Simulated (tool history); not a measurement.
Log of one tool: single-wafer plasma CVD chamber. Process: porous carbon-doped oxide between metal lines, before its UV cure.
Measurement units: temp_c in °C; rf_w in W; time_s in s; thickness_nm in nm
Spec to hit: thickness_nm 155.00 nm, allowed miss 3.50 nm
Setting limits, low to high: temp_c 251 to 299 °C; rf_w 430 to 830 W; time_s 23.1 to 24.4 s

| run | day | temp_c | rf_w | time_s | thickness_nm |
|---|---|---|---|---|---|
| 1 | 0.000 | 275 | 630 | 24.4 | 182.50 |
| 2 | 0.075 | 275 | 630 | 24.4 | 182.22 |
| 3 | 0.338 | 281 | 620 | 24.4 | 172.25 |
| 4 | 0.662 | 281 | 620 | 24.4 | 172.23 |
| 5 | 0.771 | 273 | 620 | 24.4 | 182.73 |
| 6 | 0.892 | 279 | 610 | 24.4 | 172.41 |
| 7 | 0.925 | 283 | 605 | 24.4 | 167.00 |
| 8 | 1.204 | 286 | 600 | 24.4 | 162.36 |

Of the 4 settings listed for the next run, only one would bring every result within its allowed miss of target. Which one?
| A | 1.483 | 296 | 620 | 24.4 | ? |
| B | 1.483 | 285 | 620 | 24.4 | ? |
| C | 1.483 | 287 | 645 | 24.4 | ? |
| D | 1.483 | 282 | 615 | 24.4 | ? |

| move | thickness_nm |
|---|---|
| A | 155.84 |
| B | 167.78 |
| C | 170.84 |
| D | 170.22 |
A: every result within its allowed miss
B: further off than the last run
C: further off than the last run
D: further off than the last run
Correct choice: A, which meets every target

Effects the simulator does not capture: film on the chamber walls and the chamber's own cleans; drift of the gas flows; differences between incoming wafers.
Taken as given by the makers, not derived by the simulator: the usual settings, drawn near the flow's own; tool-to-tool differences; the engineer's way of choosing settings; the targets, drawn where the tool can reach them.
